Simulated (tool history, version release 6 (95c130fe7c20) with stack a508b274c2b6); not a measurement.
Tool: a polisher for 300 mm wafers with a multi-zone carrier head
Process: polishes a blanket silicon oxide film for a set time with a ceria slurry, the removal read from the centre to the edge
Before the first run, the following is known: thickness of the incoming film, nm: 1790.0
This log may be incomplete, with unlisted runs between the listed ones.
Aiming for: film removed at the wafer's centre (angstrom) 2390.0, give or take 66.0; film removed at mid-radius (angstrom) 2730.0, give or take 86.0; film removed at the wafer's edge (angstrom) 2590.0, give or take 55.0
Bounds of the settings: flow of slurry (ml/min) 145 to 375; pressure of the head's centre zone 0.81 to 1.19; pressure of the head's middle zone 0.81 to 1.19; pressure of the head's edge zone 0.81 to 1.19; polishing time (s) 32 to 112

run	hour	flow of slurry (ml/min)	pressure of the head's centre zone	pressure of the head's middle zone	pressure of the head's edge zone	polishing time (s)	film removed at the wafer's centre (angstrom)	film removed at mid-radius (angstrom)	film removed at the wafer's edge (angstrom)
1	0.0	240	1.00	1.00	1.00	72	2302.5	2262.6	2335.7
2	0.7	240	1.00	0.93	1.00	72	2217.9	2143.4	2313.4
3	8.2	275	1.00	0.93	1.00	72	2298.3	2173.9	2339.9
4	11.1	280	0.99	0.97	1.02	72	2296.5	2227.8	2360.6
5	13.5	280	0.98	1.01	1.03	73	2309.5	2382.3	2427.5
6	15.1	280	0.98	1.01	0.94	73	2267.6	2302.0	2299.6
7	23.7	280	0.98	1.03	0.97	73	2272.7	2338.7	2329.3
8	30.1	280	0.98	1.05	1.00	73	2303.3	2429.5	2356.7
9	37.9	280	0.98	1.06	1.03	73	2289.9	2416.6	2413.6
10	40.5	285	0.98	1.08	1.04	73	2308.0	2451.4	2449.6
11	42.1	290	0.98	1.10	1.05	73	2295.0	2470.8	2433.5
12	46.0	325	0.98	1.19	1.13	77	2431.2	2793.1	2679.9
13	53.5	320	0.98	1.19	1.12	77	2438.1	2832.0	2678.0
14	59.7	315	0.98	1.18	1.11	77	2463.8	2774.7	2675.7

4 candidate next runs follow, results not yet known. Just one meets every target within its allowed miss. Identify it.
A	65.9	255	0.93	1.09	1.19	83	?	?	?
B	65.9	285	0.95	1.15	1.19	80	?	?	?
C	65.9	280	0.99	1.19	1.13	75	?	?	?
D	65.9	340	0.92	1.19	0.94	80	?	?	?

move	film removed at the wafer's centre (angstrom)	film removed at mid-radius (angstrom)	film removed at the wafer's edge (angstrom)
A	2429.9	2786.6	2913.4
B	2421.0	2820.2	2828.1
C	2362.4	2706.3	2576.9
D	2383.0	2936.0	2542.8
A: lands further from the targets than the last run did
B: lands further from the targets than the last run did
C: all results in spec
D: puts the biggest miss on target and leaves a different result outside tolerance
Move C is the one to make.
